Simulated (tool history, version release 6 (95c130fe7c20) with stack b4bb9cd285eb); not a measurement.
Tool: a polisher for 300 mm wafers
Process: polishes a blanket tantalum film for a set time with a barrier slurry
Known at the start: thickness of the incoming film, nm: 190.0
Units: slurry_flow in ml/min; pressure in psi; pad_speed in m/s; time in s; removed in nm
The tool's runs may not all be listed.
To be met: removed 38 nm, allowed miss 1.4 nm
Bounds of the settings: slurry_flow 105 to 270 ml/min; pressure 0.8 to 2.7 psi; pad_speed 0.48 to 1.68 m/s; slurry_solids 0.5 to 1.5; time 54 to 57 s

run	hour	slurry_flow	pressure	pad_speed	slurry_solids	time	removed
1	0	175	1.7	1.08	1	54	90.417
2	5	175	1.5	1	1	54	73.982
3	13.4	175	1.4	0.96	1	54	66.488
4	21.4	175	1.4	0.96	0.85	54	62.459
5	28.6	175	1.4	1.12	0.85	54	71.722
6	31.4	175	1.4	1.12	0.95	54	76.394
7	39.3	175	1.3	1.06	0.95	54	66.517
8	45.6	175	1.2	1.02	0.95	54	59.441
9	50.5	175	1.1	0.98	0.95	54	52.222

Which of these 4 next moves meets every target?
A	55.4	190	0.9	0.9	1.05	54	?
B	55.4	230	1.1	0.8	0.65	54	?
C	55.4	165	1.5	1	0.95	57	?
D	55.4	175	0.9	0.78	0.9	54	?

move	removed
A	42.774
B	38.335
C	76.856
D	34.787
A: nearer than the last run, and not there yet
B: meets every target
C: further off than the last run
D: takes the result that was furthest off past its target
Answer: B
